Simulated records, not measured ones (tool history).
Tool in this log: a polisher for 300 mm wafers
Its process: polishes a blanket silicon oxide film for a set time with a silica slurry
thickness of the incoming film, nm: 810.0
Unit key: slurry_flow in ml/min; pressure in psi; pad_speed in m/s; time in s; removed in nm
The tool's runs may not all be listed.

| run | hour | slurry_flow | pressure | pad_speed | slurry_solids | time | removed |
|---|---|---|---|---|---|---|---|
| 1 | 0.0 | 125 | 4.1 | 1.46 | 1.00 | 42 | 202.37 |
| 2 | 1.4 | 125 | 4.1 | 1.46 | 0.80 | 42 | 175.64 |
| 3 | 3.4 | 125 | 4.1 | 1.46 | 0.60 | 42 | 136.23 |
| 4 | 8.6 | 125 | 4.1 | 1.46 | 0.55 | 42 | 124.32 |
| 5 | 10.9 | 135 | 4.5 | 1.60 | 0.55 | 42 | 145.03 |
| 6 | 16.3 | 135 | 4.1 | 1.60 | 0.55 | 42 | 136.13 |
| 7 | 18.0 | 135 | 4.5 | 1.72 | 0.60 | 42 | 168.60 |
| 8 | 24.3 | 135 | 4.8 | 1.82 | 0.60 | 42 | 185.34 |
| 9 | 26.9 | 135 | 5.0 | 1.90 | 0.60 | 42 | 194.97 |
| 10 | 32.3 | 140 | 5.2 | 1.96 | 0.65 | 42 | 224.10 |

Expected results for the next run?
| 11 | 36.6 | 145 | 5.4 | 2.02 | 0.65 | 42 | ? |

Logged for run 11: removed 238.24 nm.
